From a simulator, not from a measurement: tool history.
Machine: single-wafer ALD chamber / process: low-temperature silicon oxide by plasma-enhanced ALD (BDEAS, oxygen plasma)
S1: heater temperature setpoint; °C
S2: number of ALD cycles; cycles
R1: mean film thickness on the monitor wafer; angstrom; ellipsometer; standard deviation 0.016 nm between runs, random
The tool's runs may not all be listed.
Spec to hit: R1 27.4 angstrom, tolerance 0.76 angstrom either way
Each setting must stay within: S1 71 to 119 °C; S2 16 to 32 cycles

run 1 hour=0 | S1=95 S2=24 | R1=38.011
run 2 hour=7.4 | S1=85 S2=24 | R1=39.715
run 3 hour=13.9 | S1=75 S2=24 | R1=40.901
run 4 hour=18.9 | S1=71 S2=24 | R1=41.296
run 5 hour=20.2 | S1=78 S2=21 | R1=35.824
run 6 hour=22.8 | S1=86 S2=21 | R1=34.666
run 7 hour=31.8 | S1=90 S2=19 | R1=31.107
run 8 hour=33 | S1=94 S2=18 | R1=28.248
run 9 hour=40.3 | S1=95 S2=18 | R1=28.912
run 10 hour=41.2 | S1=97 S2=18 | R1=28.427

Of the 4 settings listed for the next run, only one would bring every result within its allowed miss of target. Which one?
run A hour=42.1 | S1=108 S2=19 | R1=?
run B hour=42.1 | S1=107 S2=19 | R1=?
run C hour=42.1 | S1=104 S2=18 | R1=?
run D hour=42.1 | S1=92 S2=18 | R1=?

move=A R1=29.092
move=B R1=29.153
move=C R1=27.792
move=D R1=28.911
A: the biggest miss grows against the last run
B: the biggest miss grows against the last run
C: each result inside its tolerance
D: the biggest miss grows against the last run
The move that meets every target is C.

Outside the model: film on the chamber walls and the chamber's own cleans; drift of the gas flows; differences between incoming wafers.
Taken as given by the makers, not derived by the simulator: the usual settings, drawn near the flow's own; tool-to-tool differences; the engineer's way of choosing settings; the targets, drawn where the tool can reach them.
